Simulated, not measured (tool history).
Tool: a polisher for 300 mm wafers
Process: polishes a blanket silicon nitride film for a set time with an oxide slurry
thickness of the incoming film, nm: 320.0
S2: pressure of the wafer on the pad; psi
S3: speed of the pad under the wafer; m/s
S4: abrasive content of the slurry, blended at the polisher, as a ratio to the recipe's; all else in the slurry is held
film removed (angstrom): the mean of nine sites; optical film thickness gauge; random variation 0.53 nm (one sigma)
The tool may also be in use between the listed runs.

{"run": 1, "hour": 0.0, "flow of slurry (ml/min)": 275, "S2": 4.8, "S3": 0.86, "S4": 1, "polishing time (s)": 33, "film removed (angstrom)": 290.11}
{"run": 2, "hour": 3.8, "flow of slurry (ml/min)": 275, "S2": 5.2, "S3": 0.86, "S4": 1, "polishing time (s)": 33, "film removed (angstrom)": 293.99}
{"run": 3, "hour": 11.7, "flow of slurry (ml/min)": 275, "S2": 5.7, "S3": 0.88, "S4": 1, "polishing time (s)": 33, "film removed (angstrom)": 322.61}
{"run": 4, "hour": 18.4, "flow of slurry (ml/min)": 275, "S2": 5.3, "S3": 0.88, "S4": 1, "polishing time (s)": 33, "film removed (angstrom)": 312.15}
{"run": 5, "hour": 23.3, "flow of slurry (ml/min)": 275, "S2": 5.7, "S3": 0.9, "S4": 1, "polishing time (s)": 33, "film removed (angstrom)": 337.38}
{"run": 6, "hour": 27.5, "flow of slurry (ml/min)": 275, "S2": 6, "S3": 0.9, "S4": 1, "polishing time (s)": 33, "film removed (angstrom)": 352.03}
{"run": 7, "hour": 30.8, "flow of slurry (ml/min)": 275, "S2": 6.2, "S3": 0.9, "S4": 1, "polishing time (s)": 33, "film removed (angstrom)": 372.46}

The next listed run, before its measurement:
{"run": 8, "hour": 36.9, "flow of slurry (ml/min)": 275, "S2": 6.3, "S3": 0.9, "S4": 1, "polishing time (s)": 33, "film removed (angstrom)": "?"}

{"run 8": {"film removed (angstrom)": 362.01}}
